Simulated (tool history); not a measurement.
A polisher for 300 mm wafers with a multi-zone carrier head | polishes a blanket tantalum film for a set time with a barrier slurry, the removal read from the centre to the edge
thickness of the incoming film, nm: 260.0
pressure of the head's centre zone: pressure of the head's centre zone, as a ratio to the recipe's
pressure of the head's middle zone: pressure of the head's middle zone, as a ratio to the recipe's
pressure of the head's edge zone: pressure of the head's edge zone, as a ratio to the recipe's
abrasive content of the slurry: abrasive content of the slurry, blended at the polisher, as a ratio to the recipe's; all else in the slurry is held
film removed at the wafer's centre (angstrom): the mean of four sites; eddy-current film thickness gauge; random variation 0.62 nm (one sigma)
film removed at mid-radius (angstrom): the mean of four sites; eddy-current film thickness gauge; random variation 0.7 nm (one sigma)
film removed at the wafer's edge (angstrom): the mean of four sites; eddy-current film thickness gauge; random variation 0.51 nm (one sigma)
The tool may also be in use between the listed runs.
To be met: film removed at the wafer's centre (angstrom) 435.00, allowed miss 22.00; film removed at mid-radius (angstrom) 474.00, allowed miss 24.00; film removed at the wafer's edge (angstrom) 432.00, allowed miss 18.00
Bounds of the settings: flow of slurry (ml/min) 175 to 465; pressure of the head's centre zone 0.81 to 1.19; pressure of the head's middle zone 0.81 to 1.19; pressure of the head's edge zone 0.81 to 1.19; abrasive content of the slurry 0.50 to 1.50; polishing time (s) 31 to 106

| run | hour | flow of slurry (ml/min) | pressure of the head's centre zone | pressure of the head's middle zone | pressure of the head's edge zone | abrasive content of the slurry | polishing time (s) | film removed at the wafer's centre (angstrom) | film removed at mid-radius (angstrom) | film removed at the wafer's edge (angstrom) |
|---|---|---|---|---|---|---|---|---|---|---|
| 1 | 0.0 | 295 | 1.00 | 1.00 | 1.00 | 1.00 | 68 | 652.94 | 699.96 | 673.32 |
| 2 | 8.7 | 295 | 1.00 | 0.95 | 1.00 | 1.00 | 68 | 677.76 | 695.04 | 673.96 |
| 3 | 17.3 | 295 | 0.93 | 0.95 | 1.00 | 1.00 | 68 | 637.72 | 677.16 | 683.03 |
| 4 | 21.7 | 295 | 0.93 | 0.92 | 1.00 | 1.00 | 68 | 640.80 | 649.71 | 681.65 |
| 5 | 30.6 | 260 | 0.93 | 0.92 | 1.00 | 1.00 | 68 | 632.12 | 624.52 | 664.54 |
| 6 | 34.1 | 205 | 0.93 | 0.92 | 1.00 | 1.00 | 68 | 583.07 | 614.67 | 665.53 |
| 7 | 40.5 | 215 | 0.94 | 0.93 | 0.98 | 0.95 | 66 | 585.71 | 600.49 | 613.07 |
| 8 | 43.1 | 210 | 0.93 | 0.94 | 0.98 | 0.90 | 65 | 551.16 | 578.90 | 617.95 |
| 9 | 51.5 | 215 | 0.94 | 0.95 | 0.96 | 0.85 | 62 | 545.56 | 550.59 | 569.58 |
| 10 | 53.9 | 215 | 0.94 | 0.97 | 0.95 | 0.80 | 60 | 488.98 | 526.47 | 544.46 |
| 11 | 55.0 | 220 | 0.95 | 0.98 | 0.93 | 0.75 | 59 | 497.81 | 525.88 | 521.13 |
| 12 | 59.4 | 230 | 0.90 | 0.99 | 0.86 | 0.50 | 53 | 401.84 | 444.35 | 406.10 |

Which of these 5 next moves meets every target?
| A | 63.8 | 300 | 1.06 | 0.85 | 0.81 | 0.50 | 55 | ? | ? | ? |
| B | 63.8 | 190 | 0.98 | 1.03 | 0.85 | 0.50 | 57 | ? | ? | ? |
| C | 63.8 | 245 | 0.96 | 0.87 | 0.86 | 0.65 | 52 | ? | ? | ? |
| D | 63.8 | 245 | 1.04 | 0.84 | 0.86 | 0.55 | 57 | ? | ? | ? |
| E | 63.8 | 345 | 1.16 | 0.93 | 0.81 | 0.55 | 48 | ? | ? | ? |

| move | film removed at the wafer's centre (angstrom) | film removed at mid-radius (angstrom) | film removed at the wafer's edge (angstrom) |
|---|---|---|---|
| A | 500.69 | 431.57 | 430.03 |
| B | 439.36 | 479.17 | 424.38 |
| C | 445.13 | 425.79 | 430.21 |
| D | 501.76 | 436.94 | 454.74 |
| E | 491.56 | 422.31 | 388.42 |
A: takes the result that was furthest off past its target
B: meets every target
C: brings the result that was furthest off to its target, and leaves another outside
D: takes the result that was furthest off past its target
E: takes the result that was furthest off past its target
The right move is B.
